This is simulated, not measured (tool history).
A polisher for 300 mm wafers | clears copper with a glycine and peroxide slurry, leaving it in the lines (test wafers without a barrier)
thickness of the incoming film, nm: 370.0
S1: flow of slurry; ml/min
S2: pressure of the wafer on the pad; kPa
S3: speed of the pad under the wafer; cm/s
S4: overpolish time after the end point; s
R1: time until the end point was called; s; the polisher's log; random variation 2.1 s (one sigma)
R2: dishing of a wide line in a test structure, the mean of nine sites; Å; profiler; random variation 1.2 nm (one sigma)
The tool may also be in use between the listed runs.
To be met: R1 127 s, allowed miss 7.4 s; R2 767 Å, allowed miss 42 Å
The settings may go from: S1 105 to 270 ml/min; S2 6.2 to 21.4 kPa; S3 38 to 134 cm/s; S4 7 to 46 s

Run 1, hour 0: S1 175 ml/min, S2 13.8 kPa, S3 86 cm/s, S4 24 s. Result: R1 97.81 s, R2 591.6 Å.
Run 2, hour 6.1: S1 175 ml/min, S2 12.4 kPa, S3 84 cm/s, S4 29 s. Result: R1 107.5 s, R2 638.21 Å.
Run 3, hour 7: S1 145 ml/min, S2 12.4 kPa, S3 84 cm/s, S4 29 s. Result: R1 107.68 s, R2 630.35 Å.
Run 4, hour 10.8: S1 145 ml/min, S2 11.7 kPa, S3 82 cm/s, S4 33 s. Result: R1 110.42 s, R2 691.64 Å.
Run 5, hour 16.4: S1 145 ml/min, S2 11.7 kPa, S3 102 cm/s, S4 33 s. Result: R1 97.555 s, R2 737.22 Å.
Run 6, hour 18.2: S1 145 ml/min, S2 10.3 kPa, S3 102 cm/s, S4 33 s. Result: R1 106.27 s, R2 695.74 Å.
At hour 26.7: head pressure recalibrated.
Run 7, hour 26.7: S1 145 ml/min, S2 9.7 kPa, S3 100 cm/s, S4 36 s. Result: R1 118.54 s, R2 668.62 Å.
Run 8, hour 35.6: S1 145 ml/min, S2 9.7 kPa, S3 98 cm/s, S4 38 s. Result: R1 118.49 s, R2 702.32 Å.

Which of these 5 next moves meets every target?
Run A, hour 44.5: S1 165 ml/min, S2 8.3 kPa, S3 116 cm/s, S4 30 s. Result: R1 ?, R2 ?.
Run B, hour 44.5: S1 140 ml/min, S2 11 kPa, S3 84 cm/s, S4 43 s. Result: R1 ?, R2 ?.
Run C, hour 44.5: S1 170 ml/min, S2 9.7 kPa, S3 110 cm/s, S4 38 s. Result: R1 ?, R2 ?.
Run D, hour 44.5: S1 145 ml/min, S2 11.7 kPa, S3 96 cm/s, S4 31 s. Result: R1 ?, R2 ?.
Run E, hour 44.5: S1 170 ml/min, S2 10.3 kPa, S3 100 cm/s, S4 42 s. Result: R1 ?, R2 ?.

move      R1      R2
   A  109.28  586.43
   B  121.78  732.22
   C  104.08  733.49
   D  106.21  628.99
   E   107.4  777.97
A: further off than the last run
B: meets every target
C: brings the result that was furthest off to its target, and leaves another outside
D: further off than the last run
E: brings the result that was furthest off to its target, and leaves another outside
The right move is B.

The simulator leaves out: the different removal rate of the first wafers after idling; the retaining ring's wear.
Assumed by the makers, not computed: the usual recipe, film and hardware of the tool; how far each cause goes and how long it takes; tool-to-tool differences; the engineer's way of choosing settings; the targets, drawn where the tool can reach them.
